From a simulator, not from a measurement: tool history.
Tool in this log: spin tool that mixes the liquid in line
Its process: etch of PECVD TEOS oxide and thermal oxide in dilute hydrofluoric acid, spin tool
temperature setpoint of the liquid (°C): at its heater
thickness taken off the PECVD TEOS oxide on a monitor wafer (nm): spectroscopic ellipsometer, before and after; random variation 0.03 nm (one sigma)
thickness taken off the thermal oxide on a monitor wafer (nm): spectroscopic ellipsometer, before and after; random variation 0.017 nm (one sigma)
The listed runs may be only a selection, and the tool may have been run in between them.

run	hour	temperature setpoint of the liquid (°C)	parts of water to one part of 49 % hydrofluoric acid (parts by volume)	time under the liquid (s)	thickness taken off the PECVD TEOS oxide on a monitor wafer (nm)	thickness taken off the thermal oxide on a monitor wafer (nm)
1	0	24	70	180	23.969	12.741
2	1.1	22	90	140	13.197	6.8956
3	8.8	20.5	100	110	8.6767	4.5458
4	15.8	19.5	110	95	6.343	3.3613
5	23	21	110	95	6.8191	3.5704
6	25.9	20	115	85	5.5677	2.9318
7	30.6	20	115	85	5.5537	2.9418
8	32.8	19	120	80	4.8274	2.5004
9	40.3	18.5	120	75	4.3532	2.3601
10	40.9	19	125	60	3.4349	1.8279

For run 11, what comes out?
11	41.7	23	125	60	?	?

thickness taken off the PECVD TEOS oxide on a monitor wafer (nm): 3.9803
thickness taken off the thermal oxide on a monitor wafer (nm): 2.1528
